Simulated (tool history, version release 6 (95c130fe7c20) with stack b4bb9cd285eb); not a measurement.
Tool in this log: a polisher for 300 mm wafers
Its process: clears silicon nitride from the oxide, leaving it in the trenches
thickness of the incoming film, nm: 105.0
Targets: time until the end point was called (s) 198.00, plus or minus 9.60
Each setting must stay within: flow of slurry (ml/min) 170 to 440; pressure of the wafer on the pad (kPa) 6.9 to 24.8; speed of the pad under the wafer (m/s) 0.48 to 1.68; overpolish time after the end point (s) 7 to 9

run	hour	flow of slurry (ml/min)	pressure of the wafer on the pad (kPa)	speed of the pad under the wafer (m/s)	overpolish time after the end point (s)	time until the end point was called (s)
1	0.0	280	15.9	1.08	9	143.77
2	7.6	280	14.5	1.08	9	155.01
3	11.6	280	13.1	1.08	9	165.18
4	18.0	280	12.4	1.08	9	169.00
# hour 20.1: slurry nozzle cleaned
5	20.1	280	11.7	1.08	9	171.50
6	25.3	280	14.5	1.08	9	144.49
7	34.2	280	13.1	1.08	9	157.94
8	42.9	280	11.7	1.06	9	173.38
9	51.6	280	11.0	1.06	9	177.79
10	57.6	280	10.3	1.06	9	186.95

5 next moves are on the table. One of them brings every result within its allowed miss. Which?
A	63.6	345	6.9	1.26	7	?
B	63.6	270	8.3	1.02	9	?
C	63.6	305	13.1	0.94	9	?
D	63.6	405	8.3	0.96	9	?
E	63.6	240	9.7	1.22	8	?

move	time until the end point was called (s)
A	201.62
B	227.11
C	178.02
D	232.39
E	175.33
A: hits every target within its allowed miss
B: pushes the last run's worst result past its target
C: moves away from the targets compared with the last run
D: pushes the last run's worst result past its target
E: moves away from the targets compared with the last run
The right move is A.
